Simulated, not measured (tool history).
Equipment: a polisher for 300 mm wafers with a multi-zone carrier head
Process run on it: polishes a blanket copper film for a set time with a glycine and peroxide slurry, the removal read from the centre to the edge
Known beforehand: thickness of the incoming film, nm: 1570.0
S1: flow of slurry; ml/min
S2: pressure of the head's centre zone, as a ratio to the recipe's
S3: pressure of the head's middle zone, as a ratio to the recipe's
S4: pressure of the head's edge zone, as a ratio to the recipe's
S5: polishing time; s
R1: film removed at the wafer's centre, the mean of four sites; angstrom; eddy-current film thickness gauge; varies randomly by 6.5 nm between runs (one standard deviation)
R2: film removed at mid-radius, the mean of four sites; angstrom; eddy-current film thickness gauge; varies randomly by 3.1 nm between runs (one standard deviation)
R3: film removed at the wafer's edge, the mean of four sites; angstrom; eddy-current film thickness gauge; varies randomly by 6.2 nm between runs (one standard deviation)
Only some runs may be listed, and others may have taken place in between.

Run 1, hour 0: S1 285 ml/min, S2 1, S3 1, S4 1, S5 48 s. Result: R1 3952.7 angstrom, R2 3884.2 angstrom, R3 3848.4 angstrom.
Run 2, hour 4.2: S1 285 ml/min, S2 1, S3 1, S4 1.03, S5 48 s. Result: R1 3893.8 angstrom, R2 3875.3 angstrom, R3 3864.1 angstrom.
Run 3, hour 11.7: S1 290 ml/min, S2 1.02, S3 1.01, S4 1.04, S5 49 s. Result: R1 4002 angstrom, R2 4001.2 angstrom, R3 4024.9 angstrom.
Run 4, hour 12.7: S1 245 ml/min, S2 1.02, S3 1.01, S4 1.04, S5 49 s. Result: R1 3987.4 angstrom, R2 3906.2 angstrom, R3 3895.8 angstrom.
Run 5, hour 15.3: S1 245 ml/min, S2 1.02, S3 1.06, S4 1.04, S5 49 s. Result: R1 4005.8 angstrom, R2 4040.8 angstrom, R3 3916.4 angstrom.
Run 6, hour 23.1: S1 255 ml/min, S2 1.04, S3 1.06, S4 1.04, S5 49 s. Result: R1 4073.9 angstrom, R2 4148 angstrom, R3 3939.1 angstrom.
Run 7, hour 27.5: S1 325 ml/min, S2 1.14, S3 0.99, S4 1.1, S5 52 s. Result: R1 4934.7 angstrom, R2 4239.5 angstrom, R3 4365.3 angstrom.
Run 8, hour 34.1: S1 330 ml/min, S2 1.14, S3 1, S4 1.1, S5 52 s. Result: R1 4911.8 angstrom, R2 4239.5 angstrom, R3 4465.5 angstrom.
Run 9, hour 37.7: S1 330 ml/min, S2 1.14, S3 1.01, S4 1.09, S5 52 s. Result: R1 4907 angstrom, R2 4334.7 angstrom, R3 4301.7 angstrom.
Run 10, hour 45.4: S1 335 ml/min, S2 1.14, S3 1.01, S4 1.09, S5 52 s. Result: R1 4980.6 angstrom, R2 4347.4 angstrom, R3 4395.1 angstrom.

What does the tool deliver on the next run?
Run 11, hour 51.9: S1 340 ml/min, S2 1.14, S3 1.01, S4 1.09, S5 52 s. Result: R1 ?, R2 ?, R3 ?.

Run 11 came out at R1 5031.9 angstrom, R2 4305.8 angstrom, R3 4316.6 angstrom.
